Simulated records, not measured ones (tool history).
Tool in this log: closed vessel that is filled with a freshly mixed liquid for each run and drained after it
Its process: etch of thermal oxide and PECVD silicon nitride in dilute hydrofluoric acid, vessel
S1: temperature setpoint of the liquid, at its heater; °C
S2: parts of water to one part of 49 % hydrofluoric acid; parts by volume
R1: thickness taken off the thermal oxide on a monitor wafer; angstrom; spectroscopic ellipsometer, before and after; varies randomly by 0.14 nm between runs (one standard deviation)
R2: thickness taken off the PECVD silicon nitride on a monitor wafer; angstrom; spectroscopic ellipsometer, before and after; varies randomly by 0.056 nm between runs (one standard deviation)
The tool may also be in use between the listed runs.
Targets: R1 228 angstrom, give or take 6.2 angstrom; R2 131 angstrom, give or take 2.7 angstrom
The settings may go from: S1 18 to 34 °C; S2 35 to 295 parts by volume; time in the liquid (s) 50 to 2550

{"run": 1, "day": 0.0, "S1": 26, "S2": 165, "time in the liquid (s)": 1300, "R1": 314.16, "R2": 178.96}
{"run": 2, "day": 0.092, "S1": 25.5, "S2": 175, "time in the liquid (s)": 1320, "R1": 289.79, "R2": 167.96}
{"run": 3, "day": 0.233, "S1": 25.5, "S2": 175, "time in the liquid (s)": 1775, "R1": 390.65, "R2": 225.58}
{"run": 4, "day": 0.479, "S1": 28.5, "S2": 175, "time in the liquid (s)": 1775, "R1": 440.19, "R2": 270.82}
{"run": 5, "day": 0.796, "S1": 27, "S2": 190, "time in the liquid (s)": 1800, "R1": 378.1, "R2": 230.81}
{"run": 6, "day": 1.021, "S1": 24, "S2": 190, "time in the liquid (s)": 1800, "R1": 335.8, "R2": 190.31}
{"run": 7, "day": 1.375, "S1": 23.5, "S2": 200, "time in the liquid (s)": 1830, "R1": 320.38, "R2": 178.5}
{"run": 8, "day": 1.492, "S1": 23.5, "S2": 210, "time in the liquid (s)": 1850, "R1": 302.11, "R2": 172.6}
{"run": 9, "day": 1.675, "S1": 23, "S2": 220, "time in the liquid (s)": 1870, "R1": 282.9, "R2": 159.62}
{"run": 10, "day": 1.996, "S1": 22.5, "S2": 260, "time in the liquid (s)": 1935, "R1": 233.94, "R2": 136.2}

Which one of the following 5 next-run settings gets every result inside its allowed miss? There is exactly one.
{"run": "A", "day": 2.317, "S1": 22, "S2": 255, "time in the liquid (s)": 1880, "R1": "?", "R2": "?"}
{"run": "B", "day": 2.317, "S1": 23.5, "S2": 280, "time in the liquid (s)": 1865, "R1": "?", "R2": "?"}
{"run": "C", "day": 2.317, "S1": 23, "S2": 245, "time in the liquid (s)": 1605, "R1": "?", "R2": "?"}
{"run": "D", "day": 2.317, "S1": 21, "S2": 285, "time in the liquid (s)": 2115, "R1": "?", "R2": "?"}
{"run": "E", "day": 2.317, "S1": 22, "S2": 285, "time in the liquid (s)": 2005, "R1": "?", "R2": "?"}

move=A R1=227.37 R2=131.5
move=B R1=210.84 R2=130.53
move=C R1=211.67 R2=124.26
move=D R1=214.05 R2=124.69
move=E R1=210.23 R2=125.78
A: every result within its allowed miss
B: gets the furthest-off result to its target, but another result is out of tolerance
C: moves the result that the last run missed by most past its target, out the other side
D: moves the result that the last run missed by most past its target, out the other side
E: moves the result that the last run missed by most past its target, out the other side
The right move is A.

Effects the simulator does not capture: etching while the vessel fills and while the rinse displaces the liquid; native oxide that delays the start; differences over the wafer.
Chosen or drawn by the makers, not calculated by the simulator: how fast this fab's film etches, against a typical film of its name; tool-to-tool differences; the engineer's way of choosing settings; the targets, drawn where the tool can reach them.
